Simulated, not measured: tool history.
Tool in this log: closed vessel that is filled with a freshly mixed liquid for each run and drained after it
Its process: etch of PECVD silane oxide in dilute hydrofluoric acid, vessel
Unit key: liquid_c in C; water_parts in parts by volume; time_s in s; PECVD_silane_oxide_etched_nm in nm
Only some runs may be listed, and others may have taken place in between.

run 1 hour=0 | liquid_c=25 water_parts=110 time_s=95 | PECVD_silane_oxide_etched_nm=53.896
run 2 hour=1.2 | liquid_c=25 water_parts=145 time_s=95 | PECVD_silane_oxide_etched_nm=38.265
run 3 hour=7.4 | liquid_c=28 water_parts=145 time_s=95 | PECVD_silane_oxide_etched_nm=43.115
run 4 hour=10.6 | liquid_c=31 water_parts=145 time_s=95 | PECVD_silane_oxide_etched_nm=48.969
run 5 hour=16.8 | liquid_c=29 water_parts=145 time_s=95 | PECVD_silane_oxide_etched_nm=44.635
run 6 hour=19.7 | liquid_c=29 water_parts=170 time_s=95 | PECVD_silane_oxide_etched_nm=36.609
run 7 hour=26.5 | liquid_c=28.5 water_parts=170 time_s=95 | PECVD_silane_oxide_etched_nm=36.134

The next listed run, before its measurement:
run 8 hour=33.3 | liquid_c=28 water_parts=170 time_s=95 | PECVD_silane_oxide_etched_nm=?

For run 8 the tool returned PECVD_silane_oxide_etched_nm 35.91 nm.
